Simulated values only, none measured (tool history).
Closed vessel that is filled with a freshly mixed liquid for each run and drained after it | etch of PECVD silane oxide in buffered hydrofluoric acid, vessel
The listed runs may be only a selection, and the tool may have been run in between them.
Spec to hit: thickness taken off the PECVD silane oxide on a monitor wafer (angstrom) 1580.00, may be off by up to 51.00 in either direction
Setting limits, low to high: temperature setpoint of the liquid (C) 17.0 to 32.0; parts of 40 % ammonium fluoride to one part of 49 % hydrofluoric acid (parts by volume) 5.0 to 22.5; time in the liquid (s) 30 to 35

run  hour  temperature setpoint of the liquid (C)  parts of 40 % ammonium fluoride to one part of 49 % hydrofluoric acid (parts by volume)  time in the liquid (s)  thickness taken off the PECVD silane oxide on a monitor wafer (angstrom)
  1   0.0                                    25.0                                                                                     13.5                      35                                                                    735.38
  2   3.1                                    25.0                                                                                     13.5                      30                                                                    628.44
  3   4.6                                    25.0                                                                                     11.5                      30                                                                    743.13
  4   7.5                                    25.0                                                                                     15.0                      30                                                                    569.61
  5  12.4                                    25.0                                                                                     18.5                      30                                                                    465.35
  6  17.3                                    26.5                                                                                     16.0                      30                                                                    584.25
  7  20.4                                    27.5                                                                                     14.0                      30                                                                    698.99
  8  27.4                                    28.5                                                                                     12.5                      30                                                                    824.66
  9  30.0                                    29.0                                                                                     11.0                      30                                                                    956.79
 10  34.3                                    29.5                                                                                     10.0                      30                                                                   1078.00
 11  35.9                                    30.0                                                                                      9.5                      30                                                                   1152.70
 12  37.5                                    32.0                                                                                      6.0                      30                                                                   1954.10
 13  40.3                                    32.0                                                                                      6.0                      30                                                                   1993.90
 14  42.9                                    31.5                                                                                      6.0                      30                                                                   1914.10
 15  47.3                                    31.0                                                                                      6.0                      30                                                                   1849.70
 16  55.6                                    31.0                                                                                      6.0                      30                                                                   1886.10
 17  56.4                                    30.5                                                                                      6.0                      30                                                                   1826.00
 18  58.7                                    30.0                                                                                      6.0                      30                                                                   1766.50

Next run, 4 choices. One meets every target within its allowed miss, the rest don't. Which?
  A  61.0                                    29.0                                                                                      7.0                      35                                                                         ?
  B  61.0                                    29.5                                                                                      6.0                      30                                                                         ?
  C  61.0                                    30.0                                                                                      8.0                      35                                                                         ?
  D  61.0                                    30.0                                                                                      6.0                      35                                                                         ?

move  thickness taken off the PECVD silane oxide on a monitor wafer (angstrom)
   A                                                                   1718.30
   B                                                                   1727.80
   C                                                                   1568.00
   D                                                                   2069.30
A: moves toward the targets from the last run without getting all of them in spec
B: moves toward the targets from the last run without getting all of them in spec
C: hits every target within its allowed miss
D: its largest miss is bigger than the last run's
So the answer is move C, the one that meets all the targets.
